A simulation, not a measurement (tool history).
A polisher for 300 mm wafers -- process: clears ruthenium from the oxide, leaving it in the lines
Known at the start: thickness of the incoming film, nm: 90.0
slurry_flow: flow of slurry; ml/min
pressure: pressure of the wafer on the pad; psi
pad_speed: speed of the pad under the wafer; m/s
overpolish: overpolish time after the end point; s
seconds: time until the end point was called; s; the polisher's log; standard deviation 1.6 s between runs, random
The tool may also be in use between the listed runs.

| run | hour | slurry_flow | pressure | pad_speed | overpolish | seconds |
|---|---|---|---|---|---|---|
| 1 | 0.0 | 145 | 1.4 | 1.08 | 44 | 148.32 |
| 2 | 2.9 | 140 | 1.4 | 1.08 | 44 | 150.63 |
| 3 | 5.9 | 135 | 1.4 | 1.08 | 44 | 152.13 |
| 4 | 14.3 | 135 | 1.2 | 1.08 | 44 | 165.09 |
|  | 19.6 | slurry nozzle cleaned |
| 5 | 19.6 | 125 | 1.1 | 1.08 | 44 | 158.35 |
| 6 | 26.2 | 125 | 1.1 | 1.08 | 44 | 158.22 |
| 7 | 27.5 | 135 | 1.1 | 1.08 | 44 | 156.34 |

What will run 8 give?
| 8 | 29.6 | 130 | 1.0 | 1.06 | 44 | ? |

seconds: 169.30 s

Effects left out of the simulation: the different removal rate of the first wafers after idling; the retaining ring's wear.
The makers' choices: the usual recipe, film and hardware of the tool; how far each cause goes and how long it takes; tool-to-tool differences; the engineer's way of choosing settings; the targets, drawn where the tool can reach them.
